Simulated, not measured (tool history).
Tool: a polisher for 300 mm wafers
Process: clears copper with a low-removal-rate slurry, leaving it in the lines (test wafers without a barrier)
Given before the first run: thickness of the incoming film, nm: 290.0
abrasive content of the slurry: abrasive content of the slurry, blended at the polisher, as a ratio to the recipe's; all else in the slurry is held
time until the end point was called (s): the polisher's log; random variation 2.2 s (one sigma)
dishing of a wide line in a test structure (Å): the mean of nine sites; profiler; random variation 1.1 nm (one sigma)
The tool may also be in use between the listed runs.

run	hour	flow of slurry (ml/min)	pressure of the wafer on the pad (psi)	speed of the pad under the wafer (m/s)	abrasive content of the slurry	overpolish time after the end point (s)	time until the end point was called (s)	dishing of a wide line in a test structure (Å)
1	0	290	2.4	1.24	1	25	90.668	501.4
2	3.2	290	2.3	1.24	1	26	92.712	495.68
3	9.6	290	2.3	1.24	1.1	26	89.638	490.71
4	15.2	290	2.3	1.24	1	26	93.712	488.91
5	17.4	345	2.3	1.24	1	26	89.497	500.06
6	20	345	2.3	1.4	1	26	81.122	545.49
7	24.5	345	2.3	1.4	1	26	79.138	563.86
8	30.5	340	2.1	1.38	1	27	90.82	512.26
9	32.9	335	2	1.38	1	28	90.365	503.41
10	34.7	330	1.9	1.36	1	30	100.85	514.87
11	40	325	1.3	1.34	1	31	146.55	372.66

Expected results for the next run?
12	44.9	325	1.3	1.34	1	32	?	?

{"run 12": {"time until the end point was called (s)": 147.83, "dishing of a wide line in a test structure (Å)": 381.18}}

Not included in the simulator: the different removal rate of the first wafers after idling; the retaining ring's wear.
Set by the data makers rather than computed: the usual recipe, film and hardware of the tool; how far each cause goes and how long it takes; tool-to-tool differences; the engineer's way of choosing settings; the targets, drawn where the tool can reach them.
